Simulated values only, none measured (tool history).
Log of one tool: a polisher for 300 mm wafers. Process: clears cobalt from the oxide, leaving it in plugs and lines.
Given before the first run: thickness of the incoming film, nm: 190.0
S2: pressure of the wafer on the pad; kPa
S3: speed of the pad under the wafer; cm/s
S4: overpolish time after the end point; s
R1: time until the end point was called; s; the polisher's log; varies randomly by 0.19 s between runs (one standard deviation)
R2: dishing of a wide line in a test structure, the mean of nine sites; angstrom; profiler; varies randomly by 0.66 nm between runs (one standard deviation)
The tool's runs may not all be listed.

Run 1, hour 0: flow of slurry (ml/min) 135, S2 17.2 kPa, S3 104 cm/s, S4 15 s. Result: R1 29.089 s, R2 560.93 angstrom.
Run 2, hour 2.3: flow of slurry (ml/min) 135, S2 17.2 kPa, S3 104 cm/s, S4 9 s. Result: R1 29.419 s, R2 424.5 angstrom.
Run 3, hour 9.5: flow of slurry (ml/min) 135, S2 17.9 kPa, S3 104 cm/s, S4 9 s. Result: R1 27.503 s, R2 425.15 angstrom.
Run 4, hour 15.8: flow of slurry (ml/min) 135, S2 18.6 kPa, S3 104 cm/s, S4 9 s. Result: R1 26.776 s, R2 442.47 angstrom.
Run 5, hour 19: flow of slurry (ml/min) 135, S2 19.3 kPa, S3 104 cm/s, S4 9 s. Result: R1 26.208 s, R2 452.86 angstrom.
Run 6, hour 27.4: flow of slurry (ml/min) 135, S2 22.1 kPa, S3 104 cm/s, S4 9 s. Result: R1 23.039 s, R2 479.12 angstrom.

Forecast run 7:
Run 7, hour 32.9: flow of slurry (ml/min) 135, S2 22.8 kPa, S3 104 cm/s, S4 9 s. Result: R1 ?, R2 ?.

R1: 22.423 s
R2: 497.49 angstrom

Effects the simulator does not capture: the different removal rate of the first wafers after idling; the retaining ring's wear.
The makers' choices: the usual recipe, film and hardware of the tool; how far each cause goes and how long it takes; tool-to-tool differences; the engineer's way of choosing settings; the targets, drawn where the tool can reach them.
